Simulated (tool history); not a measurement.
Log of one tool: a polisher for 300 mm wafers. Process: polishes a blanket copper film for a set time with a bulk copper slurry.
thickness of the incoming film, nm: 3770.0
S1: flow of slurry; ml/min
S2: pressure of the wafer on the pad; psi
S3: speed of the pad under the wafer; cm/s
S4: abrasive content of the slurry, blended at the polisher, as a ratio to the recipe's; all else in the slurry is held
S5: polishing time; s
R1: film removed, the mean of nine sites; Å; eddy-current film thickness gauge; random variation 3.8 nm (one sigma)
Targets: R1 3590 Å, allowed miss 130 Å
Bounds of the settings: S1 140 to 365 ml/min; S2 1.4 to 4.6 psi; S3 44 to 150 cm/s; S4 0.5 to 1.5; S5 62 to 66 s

run	hour	S1	S2	S3	S4	S5	R1
1	0	235	3	96	1	62	4883.3
2	3.7	235	2.7	96	1	62	4378.7
3	8.2	235	2.7	118	1	62	5320.7
4	15.2	235	2.7	118	1	66	5664.2
5	23.5	235	2.7	118	0.85	66	5611
6	27.5	235	2.7	118	1	66	5645.1
7	32.6	235	2.3	118	1	66	4903.5
8	41.6	235	2	118	1	66	4289.1

Which of these 5 next moves meets every target?
A	50.6	250	1.9	110	1	66	?
B	50.6	215	1.8	112	0.9	66	?
C	50.6	290	2.3	130	1.15	66	?
D	50.6	250	2	142	0.95	66	?
E	50.6	225	2	142	1.1	66	?

move	R1
A	3777.9
B	3520.3
C	5538.9
D	5026.2
E	5085.6
A: nearer than the last run, and not there yet
B: meets every target
C: further off than the last run
D: further off than the last run
E: further off than the last run
Move B is the one to make.

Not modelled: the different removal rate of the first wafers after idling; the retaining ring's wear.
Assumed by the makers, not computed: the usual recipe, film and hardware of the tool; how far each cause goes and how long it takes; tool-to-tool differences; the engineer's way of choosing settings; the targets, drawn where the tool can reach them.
